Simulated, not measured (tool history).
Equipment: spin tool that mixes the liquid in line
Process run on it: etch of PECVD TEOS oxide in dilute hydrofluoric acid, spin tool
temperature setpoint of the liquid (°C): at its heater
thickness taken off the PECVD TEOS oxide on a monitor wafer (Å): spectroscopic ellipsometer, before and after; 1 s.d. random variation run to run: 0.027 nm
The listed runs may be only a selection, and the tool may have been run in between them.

run  hour  temperature setpoint of the liquid (°C)  parts of water to one part of 49 % hydrofluoric acid (parts by volume)  time under the liquid (s)  thickness taken off the PECVD TEOS oxide on a monitor wafer (Å)
  1   0.0                                     26.0                                                                     105                         15                                                           32.782
  2   2.3                                     28.0                                                                     105                         15                                                           36.001
  3   5.5                                     29.5                                                                     105                         15                                                           37.200
  4   9.2                                     30.5                                                                     100                         15                                                           41.675
  5  15.3                                     30.5                                                                      70                         15                                                           61.771
  6  16.4                                     28.5                                                                      70                         15                                                           57.336
  7  24.4                                     27.5                                                                      70                         15                                                           55.261
  8  25.4                                     26.5                                                                      70                         15                                                           53.101
  9  30.9                                     26.0                                                                      70                         15                                                           51.976

Run 10 has not been measured yet. What should we expect?
 10  38.7                                     25.5                                                                      70                         15                                                                ?

{"run 10": {"thickness taken off the PECVD TEOS oxide on a monitor wafer (Å)": 50.957}}

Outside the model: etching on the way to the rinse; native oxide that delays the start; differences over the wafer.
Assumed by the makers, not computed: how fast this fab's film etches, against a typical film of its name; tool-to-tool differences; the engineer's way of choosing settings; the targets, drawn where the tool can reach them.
